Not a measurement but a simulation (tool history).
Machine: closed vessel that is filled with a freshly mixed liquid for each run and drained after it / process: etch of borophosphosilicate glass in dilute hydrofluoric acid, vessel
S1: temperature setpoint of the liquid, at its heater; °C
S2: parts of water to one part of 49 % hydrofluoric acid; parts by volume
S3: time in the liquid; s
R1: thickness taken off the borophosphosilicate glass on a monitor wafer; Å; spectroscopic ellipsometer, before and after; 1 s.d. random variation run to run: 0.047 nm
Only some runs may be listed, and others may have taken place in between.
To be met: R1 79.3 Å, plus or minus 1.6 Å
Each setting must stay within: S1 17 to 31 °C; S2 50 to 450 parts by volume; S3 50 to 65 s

run    day    S1   S2  S3      R1
  1      0    23  250  65  65.571
  2  0.238    23  190  65  92.572
  3  0.512    23  275  65  57.892
  4  0.875    23  275  50  44.857
  5  1.217    25  260  50  51.337
  6    1.5    25  240  50  57.154
  7  1.671    25  225  50   61.99
  8  1.704  24.5  215  50  64.531
  9  2.046  24.5  205  50  68.758
 10  2.304  24.5  200  50  70.163
 11  2.442  24.5  195  50  72.634

Exactly one of the 4 candidate moves below puts every result within its allowed miss. Which one?
  A  2.579    24  200  50   ?
  B  2.579    27  195  50   ?
  C  2.579  21.5  185  60   ?
  D  2.579  23.5  165  50   ?

move      R1
   A  68.953
   B  79.267
   C  82.846
   D   85.41
A: its largest miss is bigger than the last run's
B: meets every target
C: carries the result that was furthest off beyond its target, to the other side
D: carries the result that was furthest off beyond its target, to the other side
Go with B: it meets all targets.

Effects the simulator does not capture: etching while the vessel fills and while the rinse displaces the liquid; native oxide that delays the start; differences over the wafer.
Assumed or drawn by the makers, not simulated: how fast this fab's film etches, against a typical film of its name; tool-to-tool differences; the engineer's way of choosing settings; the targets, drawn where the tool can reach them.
